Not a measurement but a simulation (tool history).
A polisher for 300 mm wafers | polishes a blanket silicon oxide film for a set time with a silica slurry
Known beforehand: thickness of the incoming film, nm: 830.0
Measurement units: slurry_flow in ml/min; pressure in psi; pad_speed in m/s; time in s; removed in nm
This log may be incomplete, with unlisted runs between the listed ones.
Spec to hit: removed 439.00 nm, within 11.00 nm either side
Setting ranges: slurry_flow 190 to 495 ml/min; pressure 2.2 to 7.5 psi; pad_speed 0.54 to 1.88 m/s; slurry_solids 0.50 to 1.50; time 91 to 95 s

run,day,slurry_flow,pressure,pad_speed,slurry_solids,time,removed
1,0.000,320,4.8,1.20,1.00,91,326.19
2,0.217,320,4.8,0.96,1.00,91,273.16
3,0.242,320,4.8,0.96,1.00,95,286.51
4,0.475,320,5.3,0.96,1.00,95,312.48
5,0.579,355,5.3,0.96,1.00,95,314.79
6,0.704,355,5.8,0.96,1.00,95,344.39
7,0.904,355,6.1,0.96,1.00,95,361.82
8,1.008,355,6.1,0.96,1.00,95,358.96
9,1.171,355,6.4,0.96,1.00,95,378.79
10,1.229,355,6.6,0.96,1.00,95,388.78

Exactly one of the 5 candidate moves below puts every result within its allowed miss. Which one?
A,1.288,335,7.5,1.20,0.70,95,?
B,1.288,440,7.2,0.90,1.10,95,?
C,1.288,340,6.6,0.98,1.05,95,?
D,1.288,300,7.5,0.66,1.15,95,?
E,1.288,495,6.4,0.94,1.40,95,?

move,removed
A,385.68
B,436.55
C,410.58
D,355.15
E,459.82
A: its largest miss is bigger than the last run's
B: each result inside its tolerance
C: nearer the targets than the last run, but a result is still out of spec
D: its largest miss is bigger than the last run's
E: moves the result that the last run missed by most past its target, out the other side
B is the move that brings every result within its allowed miss.

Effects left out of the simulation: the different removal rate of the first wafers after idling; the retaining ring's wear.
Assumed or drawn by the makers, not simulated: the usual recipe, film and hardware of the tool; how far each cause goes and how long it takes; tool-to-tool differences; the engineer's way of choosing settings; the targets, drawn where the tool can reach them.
